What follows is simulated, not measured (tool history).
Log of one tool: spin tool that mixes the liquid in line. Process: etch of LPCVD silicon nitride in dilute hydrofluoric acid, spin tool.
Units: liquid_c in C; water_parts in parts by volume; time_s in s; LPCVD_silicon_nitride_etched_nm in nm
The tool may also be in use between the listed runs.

run  hour  liquid_c  water_parts  time_s  LPCVD_silicon_nitride_etched_nm
  1   0.0      24.0           45     320                           4.1969
  2   3.2      22.0           45     320                           3.6854
  3   9.4      24.5           45     320                           4.2600
  4  14.5      26.0           45     320                           4.8578
  5  18.5      27.5           45     320                           5.0883
  6  23.3      24.5           45     320                           4.3402

The next listed run, before its measurement:
     25.1  -- thermometer replaced
  7  25.1      26.0           45     320                                ?

Run 7 gave LPCVD_silicon_nitride_etched_nm 4.1844 nm.

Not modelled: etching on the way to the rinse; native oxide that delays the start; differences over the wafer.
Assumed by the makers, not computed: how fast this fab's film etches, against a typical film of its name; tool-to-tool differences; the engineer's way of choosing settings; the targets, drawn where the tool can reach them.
